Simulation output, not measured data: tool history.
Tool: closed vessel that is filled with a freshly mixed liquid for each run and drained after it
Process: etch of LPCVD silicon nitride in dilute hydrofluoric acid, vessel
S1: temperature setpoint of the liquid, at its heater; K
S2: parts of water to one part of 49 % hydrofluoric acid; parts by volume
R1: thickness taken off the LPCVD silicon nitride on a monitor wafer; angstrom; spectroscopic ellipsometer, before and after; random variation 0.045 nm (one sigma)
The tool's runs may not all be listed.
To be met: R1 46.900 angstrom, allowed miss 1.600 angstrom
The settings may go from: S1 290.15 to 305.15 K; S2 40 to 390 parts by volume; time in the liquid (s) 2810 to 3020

{"run": 1, "hour": 0.0, "S1": 297.15, "S2": 215, "time in the liquid (s)": 2810, "R1": 70.499}
{"run": 2, "hour": 2.6, "S1": 297.15, "S2": 190, "time in the liquid (s)": 2810, "R1": 79.056}
{"run": 3, "hour": 6.7, "S1": 296.65, "S2": 195, "time in the liquid (s)": 2810, "R1": 76.035}
{"run": 4, "hour": 9.1, "S1": 296.15, "S2": 200, "time in the liquid (s)": 2810, "R1": 71.308}
{"run": 5, "hour": 10.5, "S1": 295.65, "S2": 200, "time in the liquid (s)": 2810, "R1": 68.949}
{"run": 6, "hour": 11.9, "S1": 295.15, "S2": 200, "time in the liquid (s)": 2810, "R1": 66.081}
{"run": 7, "hour": 13.3, "S1": 295.15, "S2": 200, "time in the liquid (s)": 2810, "R1": 66.24}
{"run": 8, "hour": 19.1, "S1": 294.65, "S2": 200, "time in the liquid (s)": 2810, "R1": 64.149}
{"run": 9, "hour": 23.7, "S1": 294.15, "S2": 200, "time in the liquid (s)": 2810, "R1": 62.911}
{"run": 10, "hour": 29.7, "S1": 293.65, "S2": 200, "time in the liquid (s)": 2810, "R1": 60.307}
{"run": 11, "hour": 38.0, "S1": 293.15, "S2": 200, "time in the liquid (s)": 2810, "R1": 58.464}

Which of these 5 next moves meets every target?
{"run": "A", "hour": 46.3, "S1": 292.65, "S2": 145, "time in the liquid (s)": 2960, "R1": "?"}
{"run": "B", "hour": 46.3, "S1": 294.15, "S2": 265, "time in the liquid (s)": 2810, "R1": "?"}
{"run": "C", "hour": 46.3, "S1": 294.15, "S2": 230, "time in the liquid (s)": 2810, "R1": "?"}
{"run": "D", "hour": 46.3, "S1": 291.65, "S2": 160, "time in the liquid (s)": 3020, "R1": "?"}
{"run": "E", "hour": 46.3, "S1": 292.65, "S2": 150, "time in the liquid (s)": 3020, "R1": "?"}

move=A R1=81.264
move=B R1=47.340
move=C R1=54.345
move=D R1=70.452
move=E R1=80.222
A: further off than the last run
B: meets every target
C: nearer than the last run, and not there yet
D: further off than the last run
E: further off than the last run
The right move is B.
